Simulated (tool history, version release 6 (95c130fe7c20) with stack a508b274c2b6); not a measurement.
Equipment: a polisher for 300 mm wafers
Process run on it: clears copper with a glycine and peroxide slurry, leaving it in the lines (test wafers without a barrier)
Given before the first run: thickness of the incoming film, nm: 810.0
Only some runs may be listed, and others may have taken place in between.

| run | hour | flow of slurry (ml/min) | pressure of the wafer on the pad (kPa) | speed of the pad under the wafer (cm/s) | overpolish time after the end point (s) | time until the end point was called (s) | dishing of a wide line in a test structure (nm) |
|---|---|---|---|---|---|---|---|
| 1 | 0 | 160 | 23.4 | 92 | 12 | 137.19 | 17.412 |
| 2 | 5.3 | 150 | 20.7 | 94 | 11 | 148.72 | 17.226 |
| 3 | 13.7 | 185 | 20.7 | 94 | 11 | 145.8 | 17.046 |
| 4 | 17.5 | 185 | 20.7 | 78 | 11 | 170.97 | 16.794 |
| 5 | 25.1 | 195 | 21.4 | 72 | 10 | 173.54 | 16.372 |
| 6 | 29.7 | 160 | 21.4 | 72 | 10 | 180.74 | 16.438 |
| 7 | 36.3 | 175 | 21.4 | 66 | 9 | 187.98 | 15.098 |
| 8 | 45 | 160 | 22.1 | 62 | 8 | 202.43 | 14.099 |
| 9 | 50.3 | 160 | 22.8 | 60 | 7 | 194.02 | 13.289 |
| 10 | 54.2 | 115 | 25.5 | 42 | 4 | 251.1 | 7.8087 |
| 11 | 56.9 | 160 | 24.1 | 44 | 4 | 244.93 | 7.9324 |
| 12 | 60.4 | 160 | 22.8 | 50 | 4 | 227.49 | 8.476 |
| 13 | 61.9 | 160 | 21.4 | 54 | 4 | 220.95 | 8.5001 |

What will run 14 give?
| 14 | 65.4 | 160 | 21.4 | 54 | 5 | ? | ? |

Run 14 gave time until the end point was called (s) 221.78, dishing of a wide line in a test structure (nm) 10.211.

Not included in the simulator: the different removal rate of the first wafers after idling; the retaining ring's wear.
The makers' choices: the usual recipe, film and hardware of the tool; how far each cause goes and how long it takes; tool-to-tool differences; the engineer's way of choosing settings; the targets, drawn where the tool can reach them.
